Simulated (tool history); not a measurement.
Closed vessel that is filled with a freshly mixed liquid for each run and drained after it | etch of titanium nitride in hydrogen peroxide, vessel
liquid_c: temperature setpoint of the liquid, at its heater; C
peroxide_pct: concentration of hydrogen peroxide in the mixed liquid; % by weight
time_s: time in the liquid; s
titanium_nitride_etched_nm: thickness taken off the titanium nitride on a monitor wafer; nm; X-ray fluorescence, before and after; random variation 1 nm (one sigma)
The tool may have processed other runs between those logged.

run  hour  liquid_c  peroxide_pct  time_s  titanium_nitride_etched_nm
  1     0        52            24     545                      47.158
  2   3.3        52            24     590                      51.261
  3   6.9      53.5            24     590                      57.425
  4  15.4        55            24     590                      63.322
  5  19.2        55            21     590                      62.489
  6  25.6      56.5            21     590                       68.07
  7  33.4      57.5            21     590                      73.579
  8  40.9      58.5            21     590                      78.242
  9  46.3      59.5            21     590                      84.459
 10  50.2        60            21     590                      87.662

The next listed run, before its measurement:
 11    52      60.5            21     590                           ?

titanium_nitride_etched_nm: 91.678 nm

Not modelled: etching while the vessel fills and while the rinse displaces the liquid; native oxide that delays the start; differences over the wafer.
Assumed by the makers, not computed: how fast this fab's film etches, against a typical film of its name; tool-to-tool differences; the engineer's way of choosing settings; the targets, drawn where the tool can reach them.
